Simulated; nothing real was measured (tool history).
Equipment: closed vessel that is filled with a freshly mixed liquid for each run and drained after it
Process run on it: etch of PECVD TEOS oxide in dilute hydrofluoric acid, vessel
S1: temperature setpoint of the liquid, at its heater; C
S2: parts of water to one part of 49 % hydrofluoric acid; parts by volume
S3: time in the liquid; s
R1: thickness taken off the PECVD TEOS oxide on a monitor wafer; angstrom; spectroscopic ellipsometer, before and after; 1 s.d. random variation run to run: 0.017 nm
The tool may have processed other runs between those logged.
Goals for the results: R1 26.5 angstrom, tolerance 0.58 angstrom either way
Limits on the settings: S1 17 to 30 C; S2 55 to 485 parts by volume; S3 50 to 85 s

run  hour    S1   S2  S3      R1
  1     0    22  270  85  52.323
  2   1.2    22  195  85  78.044
  3   5.6  21.5  220  85  66.574
  4   9.9  21.5  170  85  89.697
  5  10.8  21.5  170  85  90.809
  6  18.7  21.5  260  85  53.352
  7  24.9  21.5  260  85  53.978
  8  28.8  21.5  260  85   53.53
  9  37.2    21  275  85  49.054
 10  40.7    17  385  85  27.803
 11  47.4    17  390  85  27.108
     53.4  -- thermometer replaced
 12  53.4    17  395  85  24.328
 13  62.6    17  395  85   24.41
 14  67.7  17.5  395  85  24.936
 15  76.1    18  390  85  25.871
 16  77.4    18  390  85  25.771

Which one of the following 4 next-run settings gets every result inside its allowed miss? There is exactly one.
  A  78.7  17.5  400  85   ?
  B  78.7    17  360  85   ?
  C  78.7  17.5  365  85   ?
  D  78.7    17  375  85   ?

move      R1
   A  24.453
   B  27.539
   C  27.553
   D  26.124
A: misses by more than the last run did
B: pushes the last run's worst result past its target
C: pushes the last run's worst result past its target
D: meets every target
Answer: D
